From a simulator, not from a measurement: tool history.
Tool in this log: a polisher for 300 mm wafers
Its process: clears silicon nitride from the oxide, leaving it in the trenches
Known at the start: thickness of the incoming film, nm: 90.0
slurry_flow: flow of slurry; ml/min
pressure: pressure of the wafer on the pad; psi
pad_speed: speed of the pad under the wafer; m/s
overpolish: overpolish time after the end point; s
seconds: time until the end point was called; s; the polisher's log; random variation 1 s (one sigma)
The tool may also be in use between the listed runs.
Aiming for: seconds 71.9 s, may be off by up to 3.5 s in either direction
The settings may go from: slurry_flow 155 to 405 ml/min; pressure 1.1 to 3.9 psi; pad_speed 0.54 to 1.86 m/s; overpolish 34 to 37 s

run,hour,slurry_flow,pressure,pad_speed,overpolish,seconds
1,0,260,2.5,1.18,34,107.65
2,1.6,260,2.5,1.18,34,110.38
3,9.9,260,2.8,1.2,34,94.702
4,17.5,260,3,1.2,34,89.057
5,18.5,260,3.1,1.2,34,85.273
6,25.2,260,3.2,1.2,34,83.404
7,31.4,260,3.3,1.2,34,79.596
8,39.7,260,3.4,1.2,34,80.598
9,47.9,260,3.5,1.2,34,76.806

Pick the move, out of 5, that brings all results within their allowed miss; only one does.
A,56.1,260,3.8,1.32,37,?
B,56.1,295,3.6,1.36,37,?
C,56.1,295,3.8,1.34,35,?
D,56.1,295,3.9,1.22,34,?
E,56.1,280,3.8,1.16,35,?

move,seconds
A,63.849
B,64.468
C,62.096
D,66.347
E,71.812
A: moves the result that the last run missed by most past its target, out the other side
B: moves the result that the last run missed by most past its target, out the other side
C: moves the result that the last run missed by most past its target, out the other side
D: moves the result that the last run missed by most past its target, out the other side
E: each result inside its tolerance
Go with E: it meets all targets.
